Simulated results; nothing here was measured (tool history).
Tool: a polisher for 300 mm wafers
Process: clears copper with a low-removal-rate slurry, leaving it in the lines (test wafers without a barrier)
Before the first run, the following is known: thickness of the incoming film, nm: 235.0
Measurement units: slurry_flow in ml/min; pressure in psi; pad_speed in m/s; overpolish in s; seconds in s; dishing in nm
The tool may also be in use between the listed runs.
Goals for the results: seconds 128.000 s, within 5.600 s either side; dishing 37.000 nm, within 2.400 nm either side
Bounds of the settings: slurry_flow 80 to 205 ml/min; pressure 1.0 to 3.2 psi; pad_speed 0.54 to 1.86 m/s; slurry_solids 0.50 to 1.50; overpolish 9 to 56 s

run,hour,slurry_flow,pressure,pad_speed,slurry_solids,overpolish,seconds,dishing
1,0.0,135,2.1,1.18,1.00,29,90.048,40.336
2,6.8,135,2.5,1.18,1.00,29,75.784,46.992
3,13.8,135,2.7,1.18,1.00,29,70.711,45.850
4,19.2,135,2.7,1.38,1.00,29,61.348,51.724
5,27.0,135,2.7,1.38,1.10,29,62.720,52.223
6,30.7,135,2.7,1.50,1.10,29,59.002,52.351
7,33.3,125,2.1,1.36,1.10,38,79.470,49.867
8,39.3,125,1.8,1.34,1.10,39,96.182,46.356
9,43.7,125,1.6,1.34,1.10,38,107.540,42.176
10,52.7,115,1.2,1.32,1.10,37,145.500,34.669
11,60.8,125,1.2,1.32,1.10,37,137.460,34.350
12,67.3,130,1.2,1.32,1.10,38,140.650,35.554
13,71.4,130,1.4,1.32,1.10,37,118.620,38.970

5 candidate next runs follow, results not yet known. Just one meets every target within its allowed miss. Identify it.
A,75.5,140,1.2,1.46,1.15,37,?,?
B,75.5,140,1.5,1.54,0.85,39,?,?
C,75.5,130,1.4,1.36,1.10,41,?,?
D,75.5,115,1.3,1.52,1.25,32,?,?
E,75.5,120,1.7,1.16,1.35,27,?,?

move,seconds,dishing
A,128.040,37.605
B,105.880,44.275
C,119.890,42.180
D,117.930,36.402
E,109.410,34.863
A: all results land within tolerance of their targets
B: moves away from the targets compared with the last run
C: moves away from the targets compared with the last run
D: moves away from the targets compared with the last run
E: moves away from the targets compared with the last run
A meets every target.
